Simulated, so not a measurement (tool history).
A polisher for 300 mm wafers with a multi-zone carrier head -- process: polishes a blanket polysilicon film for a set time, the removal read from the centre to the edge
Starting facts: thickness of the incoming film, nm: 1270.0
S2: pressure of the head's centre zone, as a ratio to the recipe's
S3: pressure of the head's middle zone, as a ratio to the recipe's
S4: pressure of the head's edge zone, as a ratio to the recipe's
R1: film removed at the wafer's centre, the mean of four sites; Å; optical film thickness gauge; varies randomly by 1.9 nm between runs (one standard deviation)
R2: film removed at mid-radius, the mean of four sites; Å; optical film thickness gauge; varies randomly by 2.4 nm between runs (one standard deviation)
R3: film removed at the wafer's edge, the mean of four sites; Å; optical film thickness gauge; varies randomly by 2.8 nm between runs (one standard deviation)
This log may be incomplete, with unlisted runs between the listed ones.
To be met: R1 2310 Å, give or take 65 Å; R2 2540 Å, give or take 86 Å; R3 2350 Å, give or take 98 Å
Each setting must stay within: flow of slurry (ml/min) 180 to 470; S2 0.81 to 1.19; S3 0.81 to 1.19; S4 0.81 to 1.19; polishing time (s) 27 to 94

{"run": 1, "hour": 0.0, "flow of slurry (ml/min)": 300, "S2": 1, "S3": 1, "S4": 1, "polishing time (s)": 60, "R1": 2780.7, "R2": 2673.9, "R3": 2743.8}
{"run": 2, "hour": 2.3, "flow of slurry (ml/min)": 295, "S2": 0.97, "S3": 1.01, "S4": 0.95, "polishing time (s)": 59, "R1": 2595.9, "R2": 2627.2, "R3": 2602.2}
{"run": 3, "hour": 7.3, "flow of slurry (ml/min)": 295, "S2": 0.97, "S3": 0.97, "S4": 0.95, "polishing time (s)": 59, "R1": 2612.4, "R2": 2515.8, "R3": 2615.7}
{"run": 4, "hour": 11.9, "flow of slurry (ml/min)": 290, "S2": 0.95, "S3": 0.99, "S4": 0.91, "polishing time (s)": 59, "R1": 2553.5, "R2": 2567.3, "R3": 2571.5}
{"run": 5, "hour": 15.7, "flow of slurry (ml/min)": 285, "S2": 0.94, "S3": 1, "S4": 0.88, "polishing time (s)": 58, "R1": 2476.3, "R2": 2539.6, "R3": 2508.1}
{"run": 6, "hour": 21.3, "flow of slurry (ml/min)": 285, "S2": 0.94, "S3": 1, "S4": 0.88, "polishing time (s)": 46, "R1": 1966.6, "R2": 2030.6, "R3": 1950.8}
{"run": 7, "hour": 29.2, "flow of slurry (ml/min)": 290, "S2": 0.96, "S3": 1.04, "S4": 0.94, "polishing time (s)": 48, "R1": 2103.5, "R2": 2183, "R3": 2146.1}
{"run": 8, "hour": 31.3, "flow of slurry (ml/min)": 305, "S2": 0.98, "S3": 1.08, "S4": 0.96, "polishing time (s)": 48, "R1": 2146.5, "R2": 2265.1, "R3": 2110.4}
{"run": 9, "hour": 33.5, "flow of slurry (ml/min)": 305, "S2": 0.99, "S3": 1.1, "S4": 1, "polishing time (s)": 49, "R1": 2210.9, "R2": 2354.4, "R3": 2232.7}
{"run": 10, "hour": 36.5, "flow of slurry (ml/min)": 310, "S2": 1, "S3": 1.12, "S4": 1.02, "polishing time (s)": 49, "R1": 2219.1, "R2": 2346.6, "R3": 2224.4}

Which single option among these 4 for the next run brings every result within its allowed miss of target? Just one does.
{"run": "A", "hour": 39.5, "flow of slurry (ml/min)": 425, "S2": 0.91, "S3": 1.18, "S4": 0.92, "polishing time (s)": 52, "R1": "?", "R2": "?", "R3": "?"}
{"run": "B", "hour": 39.5, "flow of slurry (ml/min)": 285, "S2": 0.98, "S3": 1.14, "S4": 1, "polishing time (s)": 52, "R1": "?", "R2": "?", "R3": "?"}
{"run": "C", "hour": 39.5, "flow of slurry (ml/min)": 300, "S2": 1.09, "S3": 1.14, "S4": 0.98, "polishing time (s)": 45, "R1": "?", "R2": "?", "R3": "?"}
{"run": "D", "hour": 39.5, "flow of slurry (ml/min)": 320, "S2": 0.97, "S3": 1.19, "S4": 0.86, "polishing time (s)": 53, "R1": "?", "R2": "?", "R3": "?"}

move=A R1=2256.2 R2=2717.4 R3=2304
move=B R1=2335.6 R2=2542.6 R3=2332.4
move=C R1=2263.9 R2=2211.6 R3=2007.5
move=D R1=2389 R2=2723.3 R3=2235.3
A: takes the result that was furthest off past its target
B: all results in spec
C: further off than the last run
D: takes the result that was furthest off past its target
B meets every target.

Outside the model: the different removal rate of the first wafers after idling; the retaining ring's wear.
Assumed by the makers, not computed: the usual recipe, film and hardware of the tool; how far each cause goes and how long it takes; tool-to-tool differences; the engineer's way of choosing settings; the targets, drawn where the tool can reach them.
